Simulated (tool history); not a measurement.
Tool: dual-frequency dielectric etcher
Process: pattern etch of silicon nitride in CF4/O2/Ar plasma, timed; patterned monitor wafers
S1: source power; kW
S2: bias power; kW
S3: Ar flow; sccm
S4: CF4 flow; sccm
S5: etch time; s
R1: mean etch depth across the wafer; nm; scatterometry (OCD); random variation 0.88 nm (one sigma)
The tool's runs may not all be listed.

{"run": 1, "hour": 0.0, "S1": 0.4, "S2": 0.068, "S3": 73, "S4": 91, "S5": 77.0, "R1": 138.34}
{"run": 2, "hour": 5.6, "S1": 0.4, "S2": 0.068, "S3": 73, "S4": 91, "S5": 70.5, "R1": 128.09}
{"run": 3, "hour": 13.8, "S1": 0.33, "S2": 0.068, "S3": 73, "S4": 91, "S5": 70.5, "R1": 107.49}
{"run": 4, "hour": 22.0, "S1": 0.33, "S2": 0.072, "S3": 73, "S4": 91, "S5": 70.5, "R1": 112.13}
{"run": 5, "hour": 27.9, "S1": 0.33, "S2": 0.077, "S3": 73, "S4": 91, "S5": 70.5, "R1": 114.23}
{"run": 6, "hour": 29.0, "S1": 0.37, "S2": 0.077, "S3": 73, "S4": 91, "S5": 70.5, "R1": 125.22}
{"run": 7, "hour": 31.6, "S1": 0.4, "S2": 0.077, "S3": 73, "S4": 91, "S5": 70.5, "R1": 134.41}
{"run": 8, "hour": 35.9, "S1": 0.42, "S2": 0.077, "S3": 73, "S4": 91, "S5": 70.5, "R1": 140.37}

The next listed run, before its measurement:
{"run": 9, "hour": 43.7, "S1": 0.44, "S2": 0.077, "S3": 73, "S4": 91, "S5": 70.5, "R1": "?"}

R1: 145.61 nm
